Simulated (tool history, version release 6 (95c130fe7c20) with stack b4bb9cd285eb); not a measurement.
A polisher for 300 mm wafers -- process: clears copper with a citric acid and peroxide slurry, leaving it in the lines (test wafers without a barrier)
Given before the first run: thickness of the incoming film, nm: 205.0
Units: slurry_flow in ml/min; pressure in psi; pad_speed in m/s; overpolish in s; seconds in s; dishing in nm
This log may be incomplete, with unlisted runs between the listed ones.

run  hour  slurry_flow  pressure  pad_speed  slurry_solids  overpolish  seconds  dishing
  1   0.0          240       2.4       1.02           1.00           9   105.11  13.2300
  2   0.7          240       2.4       1.02           1.00          11   104.53  15.5320
  3   4.1          240       2.5       1.02           1.00           9   100.64  13.0900
  4   7.1          240       2.5       1.02           1.00           5   102.89   8.0131
  5  10.3          240       2.5       1.02           1.00           3   104.23   4.3641
  6  14.4          240       2.5       0.92           1.00           3   111.01   4.1903

Run 7, settings as shown, results not yet in. Your forecast:
  7  17.2          230       2.7       0.94           0.95           4        ?        ?

seconds: 104.01 s
dishing: 6.0902 nm
